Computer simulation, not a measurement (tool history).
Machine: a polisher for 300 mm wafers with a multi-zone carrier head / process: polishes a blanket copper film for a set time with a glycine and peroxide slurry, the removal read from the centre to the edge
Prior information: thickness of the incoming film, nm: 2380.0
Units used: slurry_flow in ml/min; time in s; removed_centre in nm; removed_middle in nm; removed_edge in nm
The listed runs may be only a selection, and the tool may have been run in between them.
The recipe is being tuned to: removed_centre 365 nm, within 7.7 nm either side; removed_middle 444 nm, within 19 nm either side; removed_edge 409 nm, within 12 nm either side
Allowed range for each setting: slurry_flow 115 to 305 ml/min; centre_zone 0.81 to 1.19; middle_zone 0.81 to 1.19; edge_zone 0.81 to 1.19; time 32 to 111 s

{"run": 1, "day": 0.0, "slurry_flow": 195, "centre_zone": 1, "middle_zone": 1, "edge_zone": 1, "time": 71, "removed_centre": 403.28, "removed_middle": 400.37, "removed_edge": 410.39}
{"run": 2, "day": 0.375, "slurry_flow": 160, "centre_zone": 1, "middle_zone": 1, "edge_zone": 1, "time": 71, "removed_centre": 389.48, "removed_middle": 384.41, "removed_edge": 398.98}
{"run": 3, "day": 0.404, "slurry_flow": 160, "centre_zone": 0.98, "middle_zone": 1.04, "edge_zone": 1.01, "time": 71, "removed_centre": 382.15, "removed_middle": 402.63, "removed_edge": 399.27}
{"run": 4, "day": 0.608, "slurry_flow": 160, "centre_zone": 0.97, "middle_zone": 1.06, "edge_zone": 1.02, "time": 71, "removed_centre": 376.16, "removed_middle": 411.39, "removed_edge": 403.92}
{"run": 5, "day": 0.692, "slurry_flow": 160, "centre_zone": 0.91, "middle_zone": 1.06, "edge_zone": 1.02, "time": 71, "removed_centre": 355.08, "removed_middle": 416.75, "removed_edge": 399.73}
{"run": 6, "day": 0.9, "slurry_flow": 160, "centre_zone": 0.84, "middle_zone": 1.06, "edge_zone": 1.02, "time": 71, "removed_centre": 329.02, "removed_middle": 408.22, "removed_edge": 400.3}
{"run": 7, "day": 1.058, "slurry_flow": 160, "centre_zone": 0.84, "middle_zone": 1.06, "edge_zone": 1.02, "time": 71, "removed_centre": 325.26, "removed_middle": 412.57, "removed_edge": 399.79}
{"run": 8, "day": 1.433, "slurry_flow": 180, "centre_zone": 0.85, "middle_zone": 1.06, "edge_zone": 1.01, "time": 71, "removed_centre": 338.5, "removed_middle": 426.23, "removed_edge": 409.88}
{"run": 9, "day": 1.646, "slurry_flow": 190, "centre_zone": 0.86, "middle_zone": 1.06, "edge_zone": 1, "time": 71, "removed_centre": 349.66, "removed_middle": 424.91, "removed_edge": 412.93}
{"run": 10, "day": 1.879, "slurry_flow": 195, "centre_zone": 0.87, "middle_zone": 1.07, "edge_zone": 0.99, "time": 71, "removed_centre": 353.73, "removed_middle": 432.83, "removed_edge": 404.84}
{"run": 11, "day": 2.088, "slurry_flow": 200, "centre_zone": 0.87, "middle_zone": 1.07, "edge_zone": 0.99, "time": 71, "removed_centre": 352.68, "removed_middle": 433.87, "removed_edge": 403}
{"run": 12, "day": 2.108, "slurry_flow": 205, "centre_zone": 0.87, "middle_zone": 1.07, "edge_zone": 0.99, "time": 71, "removed_centre": 356.58, "removed_middle": 429.42, "removed_edge": 411.14}

5 candidate next runs follow, results not yet known. Just one meets every target within its allowed miss. Identify it.
{"run": "A", "day": 2.129, "slurry_flow": 205, "centre_zone": 0.91, "middle_zone": 1.13, "edge_zone": 1.04, "time": 69, "removed_centre": "?", "removed_middle": "?", "removed_edge": "?"}
{"run": "B", "day": 2.129, "slurry_flow": 235, "centre_zone": 0.83, "middle_zone": 1.12, "edge_zone": 0.99, "time": 74, "removed_centre": "?", "removed_middle": "?", "removed_edge": "?"}
{"run": "C", "day": 2.129, "slurry_flow": 230, "centre_zone": 0.91, "middle_zone": 1.03, "edge_zone": 1.08, "time": 68, "removed_centre": "?", "removed_middle": "?", "removed_edge": "?"}
{"run": "D", "day": 2.129, "slurry_flow": 180, "centre_zone": 0.86, "middle_zone": 1.06, "edge_zone": 1.05, "time": 75, "removed_centre": "?", "removed_middle": "?", "removed_edge": "?"}
{"run": "E", "day": 2.129, "slurry_flow": 160, "centre_zone": 0.86, "middle_zone": 1.13, "edge_zone": 0.96, "time": 72, "removed_centre": "?", "removed_middle": "?", "removed_edge": "?"}

move=A removed_centre=360.66 removed_middle=435.93 removed_edge=406.36
move=B removed_centre=360.23 removed_middle=473.31 removed_edge=431.81
move=C removed_centre=361.83 removed_middle=403.54 removed_edge=413.72
move=D removed_centre=361.25 removed_middle=439.12 removed_edge=437.14
move=E removed_centre=338.23 removed_middle=435.36 removed_edge=394.87
A: all results land within tolerance of their targets
B: brings the result that was furthest off to its target, and leaves another outside
C: brings the result that was furthest off to its target, and leaves another outside
D: brings the result that was furthest off to its target, and leaves another outside
E: further off than the last run
A is the move that brings every result within its allowed miss.

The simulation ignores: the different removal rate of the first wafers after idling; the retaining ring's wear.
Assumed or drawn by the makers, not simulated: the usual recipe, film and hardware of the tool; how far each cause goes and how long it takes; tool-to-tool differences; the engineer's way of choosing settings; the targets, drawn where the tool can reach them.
